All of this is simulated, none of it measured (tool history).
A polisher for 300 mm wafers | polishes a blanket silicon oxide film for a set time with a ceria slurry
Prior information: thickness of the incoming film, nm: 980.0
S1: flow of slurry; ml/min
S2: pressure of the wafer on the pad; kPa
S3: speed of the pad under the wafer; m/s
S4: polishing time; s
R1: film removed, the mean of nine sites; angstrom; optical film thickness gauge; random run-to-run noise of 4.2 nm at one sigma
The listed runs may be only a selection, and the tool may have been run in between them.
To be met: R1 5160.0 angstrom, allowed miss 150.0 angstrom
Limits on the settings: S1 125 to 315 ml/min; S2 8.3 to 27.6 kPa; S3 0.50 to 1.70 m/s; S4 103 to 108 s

| run | day | S1 | S2 | S3 | S4 | R1 |
|---|---|---|---|---|---|---|
| 1 | 0.000 | 205 | 17.9 | 1.10 | 103 | 3819.6 |
| 2 | 0.175 | 205 | 17.9 | 1.10 | 103 | 3786.5 |
| 3 | 0.321 | 205 | 17.9 | 1.20 | 103 | 4177.8 |
| 4 | 0.517 | 205 | 17.9 | 1.42 | 103 | 4918.4 |
| 5 | 0.621 | 205 | 17.9 | 1.14 | 103 | 3960.8 |
| 6 | 0.792 | 205 | 17.9 | 1.14 | 108 | 4089.8 |
| 7 | 0.833 | 210 | 19.3 | 1.14 | 108 | 4509.3 |
| 8 | 0.958 | 215 | 20.0 | 1.14 | 108 | 4627.8 |

Of the 5 settings listed for the next run, only one would bring every result within its allowed miss of target. Which one?
| A | 1.083 | 240 | 19.3 | 1.28 | 108 | ? |
| B | 1.083 | 205 | 23.4 | 1.14 | 108 | ? |
| C | 1.083 | 240 | 21.4 | 1.26 | 108 | ? |
| D | 1.083 | 230 | 22.8 | 1.16 | 108 | ? |
| E | 1.083 | 185 | 27.6 | 1.02 | 108 | ? |

| move | R1 |
|---|---|
| A | 5112.7 |
| B | 5407.4 |
| C | 5559.2 |
| D | 5424.0 |
| E | 5604.3 |
A: meets every target
B: takes the result that was furthest off past its target
C: takes the result that was furthest off past its target
D: takes the result that was furthest off past its target
E: takes the result that was furthest off past its target
Move A is the one to make.
